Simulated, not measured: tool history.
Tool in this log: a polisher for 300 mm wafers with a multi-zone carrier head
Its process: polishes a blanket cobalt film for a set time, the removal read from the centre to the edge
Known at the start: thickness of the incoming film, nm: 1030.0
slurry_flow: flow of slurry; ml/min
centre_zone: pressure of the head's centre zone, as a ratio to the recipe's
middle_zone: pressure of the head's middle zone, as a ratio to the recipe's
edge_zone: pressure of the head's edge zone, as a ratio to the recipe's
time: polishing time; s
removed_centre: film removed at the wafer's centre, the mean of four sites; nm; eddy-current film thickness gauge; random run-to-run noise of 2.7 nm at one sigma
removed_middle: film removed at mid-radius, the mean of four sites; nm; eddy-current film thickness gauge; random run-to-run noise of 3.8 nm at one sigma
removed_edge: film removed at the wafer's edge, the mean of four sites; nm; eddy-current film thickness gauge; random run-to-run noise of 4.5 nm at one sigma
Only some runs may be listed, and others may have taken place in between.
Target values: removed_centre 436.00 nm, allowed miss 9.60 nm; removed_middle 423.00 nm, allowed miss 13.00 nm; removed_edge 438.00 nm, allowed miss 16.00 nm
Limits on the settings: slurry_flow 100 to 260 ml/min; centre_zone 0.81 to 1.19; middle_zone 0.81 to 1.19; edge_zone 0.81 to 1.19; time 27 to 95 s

| run | hour | slurry_flow | centre_zone | middle_zone | edge_zone | time | removed_centre | removed_middle | removed_edge |
|---|---|---|---|---|---|---|---|---|---|
| 1 | 0.0 | 165 | 1.00 | 1.00 | 1.00 | 61 | 342.36 | 340.48 | 337.92 |
| 2 | 6.9 | 180 | 1.02 | 1.01 | 1.05 | 63 | 363.41 | 364.62 | 349.46 |
| 3 | 14.5 | 180 | 0.97 | 1.01 | 1.05 | 63 | 349.13 | 357.35 | 352.25 |
| 4 | 16.4 | 180 | 0.97 | 1.08 | 1.05 | 63 | 345.80 | 375.91 | 355.45 |
| 5 | 18.9 | 180 | 0.97 | 1.08 | 1.12 | 63 | 348.53 | 377.97 | 369.64 |
| 6 | 23.0 | 175 | 1.00 | 1.06 | 1.14 | 66 | 371.61 | 390.40 | 385.93 |
| 7 | 24.5 | 185 | 1.01 | 1.04 | 1.16 | 68 | 395.94 | 398.02 | 405.48 |
| 8 | 25.2 | 200 | 1.01 | 1.04 | 1.17 | 69 | 402.20 | 411.64 | 407.44 |

Consider the 5 candidate settings below. Which is the only one whose results all fall within their allowed miss of target?
| A | 25.9 | 165 | 0.93 | 1.03 | 1.19 | 78 | ? | ? | ? |
| B | 25.9 | 195 | 1.04 | 1.01 | 1.18 | 73 | ? | ? | ? |
| C | 25.9 | 140 | 0.93 | 0.94 | 1.15 | 83 | ? | ? | ? |
| D | 25.9 | 185 | 0.90 | 1.01 | 1.19 | 79 | ? | ? | ? |
| E | 25.9 | 205 | 0.93 | 1.07 | 1.19 | 76 | ? | ? | ? |

| move | removed_centre | removed_middle | removed_edge |
|---|---|---|---|
| A | 404.29 | 444.12 | 466.23 |
| B | 436.00 | 420.57 | 443.91 |
| C | 413.47 | 422.77 | 476.33 |
| D | 405.72 | 451.59 | 479.43 |
| E | 410.57 | 463.63 | 466.39 |
A: gains on the last run, yet a result remains outside its allowed miss
B: all results in spec
C: gains on the last run, yet a result remains outside its allowed miss
D: gains on the last run, yet a result remains outside its allowed miss
E: gains on the last run, yet a result remains outside its allowed miss
Go with B: it meets all targets.

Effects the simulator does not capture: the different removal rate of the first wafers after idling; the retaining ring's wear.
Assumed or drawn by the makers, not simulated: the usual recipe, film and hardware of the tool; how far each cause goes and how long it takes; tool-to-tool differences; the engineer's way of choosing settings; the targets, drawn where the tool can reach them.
